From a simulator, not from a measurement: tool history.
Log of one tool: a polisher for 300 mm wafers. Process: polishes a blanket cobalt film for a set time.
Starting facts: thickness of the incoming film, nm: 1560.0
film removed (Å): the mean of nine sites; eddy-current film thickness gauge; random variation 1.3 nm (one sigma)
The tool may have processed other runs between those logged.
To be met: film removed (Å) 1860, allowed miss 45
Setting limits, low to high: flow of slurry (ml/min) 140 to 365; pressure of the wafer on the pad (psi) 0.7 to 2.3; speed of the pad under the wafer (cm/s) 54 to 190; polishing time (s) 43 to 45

run    day  flow of slurry (ml/min)  pressure of the wafer on the pad (psi)  speed of the pad under the wafer (cm/s)  polishing time (s)  film removed (Å)
  1      0                      235                                     1.5                                      122                  43            2153.8
  2  0.258                      230                                     1.5                                      122                  43            2145.2
  3  0.296                      225                                     1.5                                      122                  43            2170.2
  4  0.417                      225                                     1.5                                      122                  45            2250.2
  5  0.692                      225                                     1.5                                      136                  45              2464
  6  0.779                      220                                     1.4                                      136                  45            2298.2
  7  0.867                      200                                       1                                      136                  45            1640.3
  8  1.088                      220                                       1                                      136                  45            1670.5
  9  1.362                      235                                       1                                      136                  45            1663.9

4 candidate next runs follow, results not yet known. Just one meets every target within its allowed miss. Identify it.
  A  1.638                      195                                     0.9                                      148                  43                 ?
  B  1.638                      240                                     0.9                                      130                  45                 ?
  C  1.638                      280                                     0.8                                      156                  45                 ?
  D  1.638                      155                                     1.2                                      132                  45                 ?

move  film removed (Å)
   A            1541.1
   B            1474.8
   C            1566.9
   D            1875.1
A: its largest miss is bigger than the last run's
B: its largest miss is bigger than the last run's
C: its largest miss is bigger than the last run's
D: in spec on every target
Move D is the one to make.
